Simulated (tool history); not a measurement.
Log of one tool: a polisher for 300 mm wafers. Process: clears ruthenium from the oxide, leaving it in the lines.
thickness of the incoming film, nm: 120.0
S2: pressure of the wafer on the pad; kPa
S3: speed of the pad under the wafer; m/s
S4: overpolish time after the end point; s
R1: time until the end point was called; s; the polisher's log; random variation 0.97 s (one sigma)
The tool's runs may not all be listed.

run 1 hour=0 | flow_of_slurry_(ml/min)=275 S2=15.2 S3=1.1 S4=43 | R1=78.891
run 2 hour=3.1 | flow_of_slurry_(ml/min)=275 S2=15.9 S3=1.1 S4=43 | R1=76.669
run 3 hour=8.8 | flow_of_slurry_(ml/min)=275 S2=15.9 S3=0.88 S4=43 | R1=87.802
run 4 hour=12.4 | flow_of_slurry_(ml/min)=340 S2=15.9 S3=0.88 S4=43 | R1=87.646
run 5 hour=19.1 | flow_of_slurry_(ml/min)=340 S2=16.5 S3=0.88 S4=43 | R1=83.464
run 6 hour=27.4 | flow_of_slurry_(ml/min)=340 S2=16.5 S3=0.88 S4=43 | R1=84.844
run 7 hour=28.9 | flow_of_slurry_(ml/min)=340 S2=17.2 S3=0.88 S4=43 | R1=81.199

Forecast run 8:
run 8 hour=33.9 | flow_of_slurry_(ml/min)=340 S2=17.9 S3=0.88 S4=43 | R1=?

R1: 77.514 s
